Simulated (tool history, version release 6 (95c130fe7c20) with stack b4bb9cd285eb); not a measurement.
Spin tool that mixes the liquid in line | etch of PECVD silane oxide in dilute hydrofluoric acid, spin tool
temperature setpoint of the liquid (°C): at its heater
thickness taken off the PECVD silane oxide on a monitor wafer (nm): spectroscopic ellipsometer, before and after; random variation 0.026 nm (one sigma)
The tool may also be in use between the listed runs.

| run | hour | temperature setpoint of the liquid (°C) | parts of water to one part of 49 % hydrofluoric acid (parts by volume) | time under the liquid (s) | thickness taken off the PECVD silane oxide on a monitor wafer (nm) |
|---|---|---|---|---|---|
| 1 | 0 | 21 | 135 | 15 | 2.7109 |
| 2 | 2.1 | 23.5 | 135 | 15 | 3.0166 |
| 3 | 5.1 | 25 | 135 | 15 | 3.1658 |
| 4 | 9.6 | 25 | 110 | 15 | 4.0784 |
| 5 | 15.6 | 24.5 | 110 | 15 | 3.9931 |
| 6 | 22.8 | 24.5 | 60 | 15 | 7.6391 |
| 7 | 30.4 | 22 | 75 | 15 | 5.437 |
| 8 | 34.7 | 22 | 75 | 15 | 5.4397 |
| 9 | 41.8 | 20.5 | 80 | 15 | 4.8624 |

The next listed run, before its measurement:
| 10 | 43.9 | 19.5 | 85 | 15 | ? |

thickness taken off the PECVD silane oxide on a monitor wafer (nm): 4.3338
